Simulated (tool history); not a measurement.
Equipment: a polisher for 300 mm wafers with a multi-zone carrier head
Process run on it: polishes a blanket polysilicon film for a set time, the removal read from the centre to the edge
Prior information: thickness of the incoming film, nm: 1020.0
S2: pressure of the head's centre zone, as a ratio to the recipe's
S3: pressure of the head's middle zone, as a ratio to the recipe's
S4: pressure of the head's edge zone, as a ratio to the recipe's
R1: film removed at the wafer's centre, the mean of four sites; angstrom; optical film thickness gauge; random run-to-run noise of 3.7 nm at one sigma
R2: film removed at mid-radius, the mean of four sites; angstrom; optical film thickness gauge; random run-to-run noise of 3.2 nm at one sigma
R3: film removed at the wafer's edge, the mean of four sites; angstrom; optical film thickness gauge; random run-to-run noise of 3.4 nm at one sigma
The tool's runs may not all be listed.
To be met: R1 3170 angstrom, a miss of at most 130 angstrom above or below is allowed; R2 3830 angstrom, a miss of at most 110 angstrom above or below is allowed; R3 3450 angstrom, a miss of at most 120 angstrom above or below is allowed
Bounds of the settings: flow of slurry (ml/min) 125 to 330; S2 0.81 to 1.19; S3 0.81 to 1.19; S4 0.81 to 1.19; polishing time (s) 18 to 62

Run 1, day 0: flow of slurry (ml/min) 210, S2 1, S3 1, S4 1, polishing time (s) 40. Result: R1 3343.1 angstrom, R2 3490.8 angstrom, R3 3412.7 angstrom.
Run 2, day 0.158: flow of slurry (ml/min) 215, S2 0.99, S3 1.02, S4 1, polishing time (s) 40. Result: R1 3420.8 angstrom, R2 3585.7 angstrom, R3 3498.2 angstrom.
Run 3, day 0.517: flow of slurry (ml/min) 215, S2 0.99, S3 0.99, S4 1, polishing time (s) 40. Result: R1 3398.8 angstrom, R2 3513.2 angstrom, R3 3464.4 angstrom.
Run 4, day 0.788: flow of slurry (ml/min) 215, S2 0.99, S3 0.99, S4 1, polishing time (s) 33. Result: R1 2774.1 angstrom, R2 2940.7 angstrom, R3 2819.9 angstrom.
Run 5, day 0.821: flow of slurry (ml/min) 230, S2 0.98, S3 1.03, S4 1.03, polishing time (s) 34. Result: R1 2931.5 angstrom, R2 3119.2 angstrom, R3 2960.5 angstrom.
Run 6, day 1.104: flow of slurry (ml/min) 235, S2 0.96, S3 1.06, S4 1.04, polishing time (s) 35. Result: R1 2907.6 angstrom, R2 3278 angstrom, R3 3138.2 angstrom.
Run 7, day 1.458: flow of slurry (ml/min) 245, S2 0.96, S3 1.09, S4 1.04, polishing time (s) 35. Result: R1 2958 angstrom, R2 3385.3 angstrom, R3 3030.6 angstrom.
Run 8, day 1.488: flow of slurry (ml/min) 250, S2 0.92, S3 1.12, S4 1.14, polishing time (s) 40. Result: R1 3162 angstrom, R2 3913.3 angstrom, R3 3609.8 angstrom.
At day 1.796: worn pad replaced by a new one.
Run 9, day 1.796: flow of slurry (ml/min) 250, S2 0.92, S3 1.12, S4 1.13, polishing time (s) 40. Result: R1 3525.2 angstrom, R2 4318.4 angstrom, R3 3975.3 angstrom.
Run 10, day 1.821: flow of slurry (ml/min) 215, S2 1, S3 1.19, S4 1.19, polishing time (s) 36. Result: R1 3375.8 angstrom, R2 3990.1 angstrom, R3 3601 angstrom.
Run 11, day 1.9: flow of slurry (ml/min) 215, S2 0.99, S3 1.18, S4 1.18, polishing time (s) 36. Result: R1 3352 angstrom, R2 4003.2 angstrom, R3 3620.7 angstrom.
Run 12, day 1.942: flow of slurry (ml/min) 215, S2 0.98, S3 1.17, S4 1.17, polishing time (s) 36. Result: R1 3299 angstrom, R2 3974.4 angstrom, R3 3579.3 angstrom.
Run 13, day 2.183: flow of slurry (ml/min) 215, S2 0.98, S3 1.16, S4 1.16, polishing time (s) 36. Result: R1 3259.5 angstrom, R2 3911.1 angstrom, R3 3553.3 angstrom.
Run 14, day 2.438: flow of slurry (ml/min) 215, S2 0.98, S3 1.16, S4 1.15, polishing time (s) 36. Result: R1 3335.9 angstrom, R2 3901.3 angstrom, R3 3540.8 angstrom.
Run 15, day 2.612: flow of slurry (ml/min) 220, S2 0.97, S3 1.16, S4 1.15, polishing time (s) 36. Result: R1 3303.2 angstrom, R2 3908.1 angstrom, R3 3595.5 angstrom.
Run 16, day 2.658: flow of slurry (ml/min) 230, S2 0.97, S3 1.16, S4 1.15, polishing time (s) 36. Result: R1 3337.7 angstrom, R2 3980.1 angstrom, R3 3640.1 angstrom.
Run 17, day 2.938: flow of slurry (ml/min) 220, S2 0.97, S3 1.16, S4 1.14, polishing time (s) 36. Result: R1 3299.2 angstrom, R2 3911.4 angstrom, R3 3536.2 angstrom.
Run 18, day 3.283: flow of slurry (ml/min) 220, S2 0.96, S3 1.16, S4 1.13, polishing time (s) 36. Result: R1 3216.8 angstrom, R2 3911 angstrom, R3 3589.5 angstrom.

Exactly one of the 4 candidate moves below puts every result within its allowed miss. Which one?
Run A, day 3.629: flow of slurry (ml/min) 235, S2 0.96, S3 1.15, S4 1.1, polishing time (s) 35. Result: R1 ?, R2 ?, R3 ?.
Run B, day 3.629: flow of slurry (ml/min) 170, S2 0.9, S3 1.11, S4 1.1, polishing time (s) 40. Result: R1 ?, R2 ?, R3 ?.
Run C, day 3.629: flow of slurry (ml/min) 145, S2 0.92, S3 1.1, S4 1.13, polishing time (s) 41. Result: R1 ?, R2 ?, R3 ?.
Run D, day 3.629: flow of slurry (ml/min) 150, S2 0.9, S3 1.16, S4 1.19, polishing time (s) 40. Result: R1 ?, R2 ?, R3 ?.

move      R1      R2      R3
   A  3228.8  3864.8  3444.1
   B  3259.6  4067.4  3788.3
   C  3286.1  3997.4  3836.1
   D  3165.1  4114.4  3852.9
A: each result inside its tolerance
B: the biggest miss grows against the last run
C: the biggest miss grows against the last run
D: the biggest miss grows against the last run
The right move is A.
